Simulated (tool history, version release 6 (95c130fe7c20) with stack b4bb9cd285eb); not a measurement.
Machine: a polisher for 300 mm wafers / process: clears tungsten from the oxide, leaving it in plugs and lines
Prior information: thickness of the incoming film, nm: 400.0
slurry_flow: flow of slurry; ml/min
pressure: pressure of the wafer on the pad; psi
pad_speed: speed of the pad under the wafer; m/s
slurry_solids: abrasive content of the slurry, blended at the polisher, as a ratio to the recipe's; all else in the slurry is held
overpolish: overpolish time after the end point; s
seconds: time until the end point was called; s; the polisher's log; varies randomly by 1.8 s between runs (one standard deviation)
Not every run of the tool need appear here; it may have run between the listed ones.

Run 1, hour 0: slurry_flow 140 ml/min, pressure 4 psi, pad_speed 1.16 m/s, slurry_solids 1, overpolish 49 s. Result: seconds 65.678 s.
Run 2, hour 5.7: slurry_flow 140 ml/min, pressure 3.2 psi, pad_speed 1.16 m/s, slurry_solids 1, overpolish 49 s. Result: seconds 83.116 s.
Run 3, hour 6.8: slurry_flow 140 ml/min, pressure 4.1 psi, pad_speed 1.16 m/s, slurry_solids 1, overpolish 49 s. Result: seconds 65.737 s.
Run 4, hour 14.5: slurry_flow 140 ml/min, pressure 4.9 psi, pad_speed 1.16 m/s, slurry_solids 1, overpolish 49 s. Result: seconds 54.298 s.
Run 5, hour 18.6: slurry_flow 140 ml/min, pressure 4.9 psi, pad_speed 1.16 m/s, slurry_solids 0.9, overpolish 49 s. Result: seconds 55.213 s.
Run 6, hour 20.2: slurry_flow 140 ml/min, pressure 4.4 psi, pad_speed 1.14 m/s, slurry_solids 0.9, overpolish 49 s. Result: seconds 65.059 s.
Run 7, hour 20.9: slurry_flow 140 ml/min, pressure 4 psi, pad_speed 1.12 m/s, slurry_solids 0.9, overpolish 49 s. Result: seconds 72.211 s.
Run 8, hour 29.9: slurry_flow 140 ml/min, pressure 3.7 psi, pad_speed 1.12 m/s, slurry_solids 0.9, overpolish 49 s. Result: seconds 77.96 s.
Run 9, hour 31.5: slurry_flow 140 ml/min, pressure 3.5 psi, pad_speed 1.12 m/s, slurry_solids 0.9, overpolish 49 s. Result: seconds 82.55 s.
Run 10, hour 34.2: slurry_flow 140 ml/min, pressure 3.5 psi, pad_speed 1.12 m/s, slurry_solids 0.9, overpolish 49 s. Result: seconds 82.512 s.
Run 11, hour 40.9: slurry_flow 140 ml/min, pressure 3.3 psi, pad_speed 1.12 m/s, slurry_solids 0.9, overpolish 49 s. Result: seconds 84.876 s.
Run 12, hour 45.3: slurry_flow 140 ml/min, pressure 3.1 psi, pad_speed 1.12 m/s, slurry_solids 0.9, overpolish 49 s. Result: seconds 89.853 s.

Predict the results of run 13:
Run 13, hour 48.5: slurry_flow 140 ml/min, pressure 3 psi, pad_speed 1.12 m/s, slurry_solids 0.9, overpolish 49 s. Result: seconds ?.

seconds: 96.055 s
